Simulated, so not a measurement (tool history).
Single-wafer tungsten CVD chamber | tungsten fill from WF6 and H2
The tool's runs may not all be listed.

run  hour  heater temperature setpoint (°C)  chamber pressure (Torr)  deposition time (s)  mean film thickness on the monitor wafer (Å)
  1     0                               375                     54.7                   30                                        632.79
  2   7.4                               371                       54                   30                                        567.72
  3     8                               381                       54                   30                                        721.22
  4  12.7                               387                       54                   30                                        831.63
  5  18.6                               381                     53.6                   30                                        714.57
  6  23.1                               381                     53.6                   31                                        736.05
  7  31.9                               376                     53.3                   31                                        652.93
  8  40.9                               372                     53.1                   31                                        597.99
  9  47.3                               369                     52.9                   31                                        553.57

Run 10 comes next. What will it give?
 10  48.8                               357                     51.5                   31                                             ?

mean film thickness on the monitor wafer (Å): 405.31

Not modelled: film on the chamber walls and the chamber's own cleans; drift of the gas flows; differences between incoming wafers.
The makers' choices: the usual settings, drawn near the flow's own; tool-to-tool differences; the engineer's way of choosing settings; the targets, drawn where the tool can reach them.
